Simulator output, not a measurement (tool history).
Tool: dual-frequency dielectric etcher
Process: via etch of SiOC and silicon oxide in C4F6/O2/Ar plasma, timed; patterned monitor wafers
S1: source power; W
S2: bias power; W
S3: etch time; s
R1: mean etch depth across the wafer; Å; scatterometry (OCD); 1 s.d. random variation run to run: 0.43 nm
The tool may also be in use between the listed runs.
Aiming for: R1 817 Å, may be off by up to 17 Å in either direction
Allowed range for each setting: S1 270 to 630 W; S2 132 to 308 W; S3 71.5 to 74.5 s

run 1 day=0 | S1=450 S2=220 S3=71.5 | R1=904.66
run 2 day=0.046 | S1=490 S2=220 S3=71.5 | R1=932.94
run 3 day=0.204 | S1=490 S2=238 S3=71.5 | R1=958.19
run 4 day=0.4 | S1=450 S2=232 S3=71.5 | R1=919.47
run 5 day=0.521 | S1=380 S2=232 S3=71.5 | R1=877.85
run 6 day=0.754 | S1=360 S2=229 S3=71.5 | R1=854.8
run 7 day=0.838 | S1=350 S2=227 S3=71.5 | R1=848.99
run 8 day=1.133 | S1=340 S2=225 S3=71.5 | R1=838.13

Consider the 4 candidate settings below. Which is the only one whose results all fall within their allowed miss of target?
run A day=1.429 | S1=330 S2=224 S3=73 | R1=?
run B day=1.429 | S1=290 S2=204 S3=73 | R1=?
run C day=1.429 | S1=310 S2=211 S3=73.5 | R1=?
run D day=1.429 | S1=360 S2=214 S3=74 | R1=?

move=A R1=845.1
move=B R1=781.87
move=C R1=814.44
move=D R1=863.26
A: misses by more than the last run did
B: moves the result that the last run missed by most past its target, out the other side
C: in spec on every target
D: misses by more than the last run did
Correct choice: C, which meets every target

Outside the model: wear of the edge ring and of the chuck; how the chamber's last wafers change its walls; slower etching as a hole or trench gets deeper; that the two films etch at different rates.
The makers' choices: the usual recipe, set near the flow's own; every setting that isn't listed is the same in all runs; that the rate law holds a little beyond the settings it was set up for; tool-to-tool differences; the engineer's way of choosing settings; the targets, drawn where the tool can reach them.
